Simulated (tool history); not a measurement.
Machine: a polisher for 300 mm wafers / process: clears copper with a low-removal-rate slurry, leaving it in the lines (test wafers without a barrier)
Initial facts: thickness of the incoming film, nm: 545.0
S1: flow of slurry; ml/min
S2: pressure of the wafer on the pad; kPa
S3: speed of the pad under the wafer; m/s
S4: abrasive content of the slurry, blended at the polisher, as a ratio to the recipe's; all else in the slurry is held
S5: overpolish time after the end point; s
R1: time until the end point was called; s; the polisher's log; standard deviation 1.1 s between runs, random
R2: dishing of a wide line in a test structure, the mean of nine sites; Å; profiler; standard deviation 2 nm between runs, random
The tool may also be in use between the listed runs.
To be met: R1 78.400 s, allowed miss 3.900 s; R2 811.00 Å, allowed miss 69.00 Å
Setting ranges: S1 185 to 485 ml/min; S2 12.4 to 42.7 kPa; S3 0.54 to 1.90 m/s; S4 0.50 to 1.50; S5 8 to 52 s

run  hour   S1    S2    S3    S4  S5       R1      R2
  1   0.0  310  27.6  1.22  1.00  26   99.121  605.93
  2   1.3  310  29.0  1.22  1.00  27   94.750  601.95
  3   5.6  310  29.6  1.22  1.00  29   88.615  672.62
  4  10.2  310  30.3  1.22  1.00  30   88.403  679.01
  5  13.2  310  30.3  0.94  1.00  30  115.310  592.06
  6  19.1  310  24.1  0.94  1.00  30  143.760  505.75
  7  22.5  310  26.9  0.94  1.00  31  126.780  567.47
  8  28.5  310  29.0  0.94  1.00  31  120.130  591.88
  9  30.1  310  31.0  0.94  1.00  31  111.650  641.22
 10  38.5  310  33.1  0.94  1.00  30  104.380  677.11
 11  43.3  310  33.1  0.94  1.00  30  105.630  671.76
 12  45.6  310  34.5  0.96  1.00  29   98.205  647.23
 13  51.0  310  35.9  0.96  1.00  30   95.028  695.06
 14  56.5  310  42.1  0.98  1.00  30   82.523  739.79

Consider the 4 candidate settings below. Which is the only one whose results all fall within their allowed miss of target?
  A  62.0  405  33.8  1.06  1.15  48   ?   ?
  B  62.0  350  40.0  0.94  1.00  33   ?   ?
  C  62.0  370  42.7  1.00  0.85  35   ?   ?
  D  62.0  340  37.9  0.94  1.00  52   ?   ?

move      R1      R2
   A  86.660  823.06
   B  85.600  737.74
   C  77.755  787.27
   D  90.387  840.34
A: moves away from the targets compared with the last run
B: moves away from the targets compared with the last run
C: every result lands within tolerance
D: moves away from the targets compared with the last run
So the answer is move C, the one that meets all the targets.
